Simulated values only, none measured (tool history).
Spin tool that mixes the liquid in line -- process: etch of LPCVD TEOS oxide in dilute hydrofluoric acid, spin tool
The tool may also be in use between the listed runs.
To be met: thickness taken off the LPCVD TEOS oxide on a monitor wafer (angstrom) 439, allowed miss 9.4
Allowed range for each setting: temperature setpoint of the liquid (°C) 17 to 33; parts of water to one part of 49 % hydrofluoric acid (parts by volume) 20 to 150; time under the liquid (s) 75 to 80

run	day	temperature setpoint of the liquid (°C)	parts of water to one part of 49 % hydrofluoric acid (parts by volume)	time under the liquid (s)	thickness taken off the LPCVD TEOS oxide on a monitor wafer (angstrom)
1	0	25	85	75	456.18
2	0.317	25	85	80	491.75
3	0.379	23.5	85	80	457.84
4	0.588	23.5	110	80	344.98
5	0.85	24.5	110	80	360.1
6	1.221	23.5	110	80	345.14
7	1.333	24.5	110	80	357.13
8	1.438	25.5	110	80	373.58
# day 1.708: thermometer replaced
9	1.708	29.5	110	80	460.89
10	1.783	29	110	80	454.91

Below are 5 possible settings for the next run. Only one of them brings all results inside the allowed miss of their targets. Which is it?
A	1.858	28.5	110	80	?
B	1.858	33	115	75	?
C	1.858	28	100	75	?
D	1.858	30.5	110	80	?
E	1.858	28.5	115	80	?

move	thickness taken off the LPCVD TEOS oxide on a monitor wafer (angstrom)
A	439.46
B	461.84
C	450.7
D	473.54
E	417.55
A: every result within its allowed miss
B: its largest miss is bigger than the last run's
C: nearer the targets than the last run, but a result is still out of spec
D: its largest miss is bigger than the last run's
E: the result that was furthest off in the last run now lies on the other side of its target
Correct choice: A, which meets every target
